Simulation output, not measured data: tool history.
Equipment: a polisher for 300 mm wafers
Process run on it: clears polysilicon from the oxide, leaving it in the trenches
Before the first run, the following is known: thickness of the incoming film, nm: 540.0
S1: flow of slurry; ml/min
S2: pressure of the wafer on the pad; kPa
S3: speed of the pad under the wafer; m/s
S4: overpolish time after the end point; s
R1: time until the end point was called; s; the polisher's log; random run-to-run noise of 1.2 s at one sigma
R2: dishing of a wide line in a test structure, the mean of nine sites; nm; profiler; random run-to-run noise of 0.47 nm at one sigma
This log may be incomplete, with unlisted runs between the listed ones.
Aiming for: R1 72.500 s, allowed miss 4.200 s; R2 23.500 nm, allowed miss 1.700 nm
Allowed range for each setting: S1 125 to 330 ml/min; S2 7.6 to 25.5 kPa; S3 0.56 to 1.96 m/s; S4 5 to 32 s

run 1 day=0.000 | S1=210 S2=16.5 S3=1.26 S4=16 | R1=38.597 R2=43.189
run 2 day=0.221 | S1=210 S2=14.5 S3=1.22 S4=13 | R1=43.324 R2=40.784
run 3 day=0.333 | S1=210 S2=14.5 S3=1.52 S4=13 | R1=35.967 R2=41.059
run 4 day=0.525 | S1=185 S2=12.4 S3=1.40 S4=11 | R1=44.381 R2=40.985
-- day=0.638 slurry nozzle cleaned
run 5 day=0.638 | S1=225 S2=11.0 S3=1.26 S4=9 | R1=52.058 R2=37.146
run 6 day=0.721 | S1=225 S2=11.0 S3=1.26 S4=5 | R1=51.657 R2=28.511
run 7 day=0.979 | S1=255 S2=11.0 S3=1.12 S4=5 | R1=54.167 R2=28.156
run 8 day=1.217 | S1=315 S2=8.3 S3=0.76 S4=5 | R1=91.293 R2=20.044
run 9 day=1.512 | S1=265 S2=11.7 S3=0.80 S4=6 | R1=68.996 R2=26.754

5 next moves are on the table. One of them brings every result within its allowed miss. Which?
run A day=1.808 | S1=330 S2=8.3 S3=1.08 S4=5 | R1=? R2=?
run B day=1.808 | S1=320 S2=9.0 S3=0.74 S4=5 | R1=? R2=?
run C day=1.808 | S1=310 S2=11.0 S3=0.60 S4=7 | R1=? R2=?
run D day=1.808 | S1=240 S2=7.6 S3=1.16 S4=7 | R1=? R2=?
run E day=1.808 | S1=280 S2=11.7 S3=0.84 S4=6 | R1=? R2=?

move=A R1=71.294 R2=23.736
move=B R1=87.834 R2=20.591
move=C R1=85.414 R2=26.175
move=D R1=73.934 R2=28.457
move=E R1=65.570 R2=27.918
A: hits every target within its allowed miss
B: the result that was furthest off in the last run now lies on the other side of its target
C: further off than the last run
D: further off than the last run
E: further off than the last run
Move A is the one to make.
